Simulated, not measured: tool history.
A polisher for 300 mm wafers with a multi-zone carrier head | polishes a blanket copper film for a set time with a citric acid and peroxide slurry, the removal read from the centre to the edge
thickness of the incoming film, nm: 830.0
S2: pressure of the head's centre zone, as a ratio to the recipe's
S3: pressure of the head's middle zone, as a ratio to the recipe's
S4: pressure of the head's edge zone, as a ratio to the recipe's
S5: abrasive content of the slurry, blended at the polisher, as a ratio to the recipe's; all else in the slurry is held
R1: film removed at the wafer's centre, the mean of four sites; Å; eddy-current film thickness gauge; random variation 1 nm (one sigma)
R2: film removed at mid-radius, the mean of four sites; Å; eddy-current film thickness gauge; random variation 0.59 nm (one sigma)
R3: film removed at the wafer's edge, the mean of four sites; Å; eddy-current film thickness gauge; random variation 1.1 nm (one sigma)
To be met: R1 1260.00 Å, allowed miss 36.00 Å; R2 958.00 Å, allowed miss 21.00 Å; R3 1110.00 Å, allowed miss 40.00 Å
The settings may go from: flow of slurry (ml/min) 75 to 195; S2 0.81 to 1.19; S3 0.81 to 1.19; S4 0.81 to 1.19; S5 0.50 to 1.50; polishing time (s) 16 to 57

Run 1, hour 0.0: flow of slurry (ml/min) 125, S2 1.00, S3 1.00, S4 1.00, S5 1.00, polishing time (s) 36. Result: R1 766.63 Å, R2 761.66 Å, R3 785.19 Å.
Run 2, hour 1.0: flow of slurry (ml/min) 125, S2 1.00, S3 1.00, S4 1.00, S5 1.00, polishing time (s) 32. Result: R1 672.08 Å, R2 672.74 Å, R3 697.95 Å.
Run 3, hour 2.5: flow of slurry (ml/min) 100, S2 1.00, S3 1.00, S4 1.00, S5 1.00, polishing time (s) 32. Result: R1 645.15 Å, R2 645.04 Å, R3 668.82 Å.
Run 4, hour 4.8: flow of slurry (ml/min) 100, S2 1.00, S3 1.00, S4 1.00, S5 1.00, polishing time (s) 25. Result: R1 505.08 Å, R2 506.25 Å, R3 518.80 Å.
Run 5, hour 9.0: flow of slurry (ml/min) 100, S2 1.00, S3 1.00, S4 1.06, S5 1.00, polishing time (s) 25. Result: R1 515.56 Å, R2 501.76 Å, R3 539.44 Å.
Run 6, hour 16.1: flow of slurry (ml/min) 100, S2 1.00, S3 1.00, S4 1.00, S5 1.00, polishing time (s) 25. Result: R1 510.11 Å, R2 507.69 Å, R3 524.06 Å.
Run 7, hour 20.7: flow of slurry (ml/min) 120, S2 1.05, S3 1.00, S4 1.05, S5 1.15, polishing time (s) 28. Result: R1 646.26 Å, R2 610.62 Å, R3 638.11 Å.
Run 8, hour 22.3: flow of slurry (ml/min) 135, S2 1.09, S3 0.98, S4 1.09, S5 1.25, polishing time (s) 30. Result: R1 765.29 Å, R2 667.08 Å, R3 716.68 Å.
Run 9, hour 29.0: flow of slurry (ml/min) 145, S2 1.11, S3 0.97, S4 1.12, S5 1.30, polishing time (s) 32. Result: R1 834.24 Å, R2 716.79 Å, R3 794.02 Å.

4 next moves are on the table. One of them brings every result within its allowed miss. Which?
Run A, hour 35.7: flow of slurry (ml/min) 175, S2 1.19, S3 0.91, S4 1.13, S5 1.40, polishing time (s) 43. Result: R1 ?, R2 ?, R3 ?.
Run B, hour 35.7: flow of slurry (ml/min) 120, S2 0.83, S3 1.12, S4 1.10, S5 1.30, polishing time (s) 24. Result: R1 ?, R2 ?, R3 ?.
Run C, hour 35.7: flow of slurry (ml/min) 190, S2 1.18, S3 0.83, S4 1.13, S5 1.35, polishing time (s) 41. Result: R1 ?, R2 ?, R3 ?.
Run D, hour 35.7: flow of slurry (ml/min) 150, S2 0.98, S3 1.19, S4 1.09, S5 1.35, polishing time (s) 41. Result: R1 ?, R2 ?, R3 ?.

move       R1       R2       R3
   A  1283.90   961.23  1110.80
   B   454.60   588.54   571.42
   C  1218.60   852.15  1060.00
   D   971.87  1113.70  1009.40
A: meets every target
B: further off than the last run
C: nearer than the last run, and not there yet
D: nearer than the last run, and not there yet
Move A is the one to make.

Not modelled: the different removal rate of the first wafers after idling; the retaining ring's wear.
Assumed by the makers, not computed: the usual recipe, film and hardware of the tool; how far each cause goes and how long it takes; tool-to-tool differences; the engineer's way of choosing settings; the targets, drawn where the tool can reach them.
